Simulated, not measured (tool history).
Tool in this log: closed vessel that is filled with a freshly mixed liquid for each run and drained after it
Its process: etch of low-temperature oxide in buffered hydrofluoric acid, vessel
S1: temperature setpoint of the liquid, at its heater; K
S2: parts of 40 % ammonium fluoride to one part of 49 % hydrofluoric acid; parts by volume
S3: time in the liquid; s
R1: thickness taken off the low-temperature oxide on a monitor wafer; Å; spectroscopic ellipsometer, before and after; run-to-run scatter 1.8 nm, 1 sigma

Run 1, hour 0.0: S1 297.15 K, S2 22.5 parts by volume, S3 35 s. Result: R1 1005.20 Å.
Run 2, hour 9.1: S1 297.15 K, S2 22.5 parts by volume, S3 30 s. Result: R1 873.53 Å.
Run 3, hour 13.8: S1 297.15 K, S2 25.5 parts by volume, S3 30 s. Result: R1 809.61 Å.
Run 4, hour 21.7: S1 297.15 K, S2 25.5 parts by volume, S3 35 s. Result: R1 932.33 Å.
Run 5, hour 28.6: S1 298.15 K, S2 23.5 parts by volume, S3 35 s. Result: R1 1036.60 Å.
Run 6, hour 29.7: S1 299.65 K, S2 23.5 parts by volume, S3 35 s. Result: R1 1141.40 Å.
Run 7, hour 38.3: S1 300.15 K, S2 22.0 parts by volume, S3 35 s. Result: R1 1204.20 Å.
Run 8, hour 43.6: S1 300.65 K, S2 20.5 parts by volume, S3 35 s. Result: R1 1301.70 Å.
Run 9, hour 47.0: S1 301.15 K, S2 19.5 parts by volume, S3 35 s. Result: R1 1411.40 Å.
Run 10, hour 55.2: S1 301.65 K, S2 18.5 parts by volume, S3 35 s. Result: R1 1513.10 Å.
Run 11, hour 61.7: S1 302.15 K, S2 18.0 parts by volume, S3 35 s. Result: R1 1580.20 Å.

Estimate the outcome of run 12 from the log above:
Run 12, hour 64.8: S1 302.65 K, S2 17.5 parts by volume, S3 35 s. Result: R1 ?.

{"run 12": {"R1": 1686.9}}
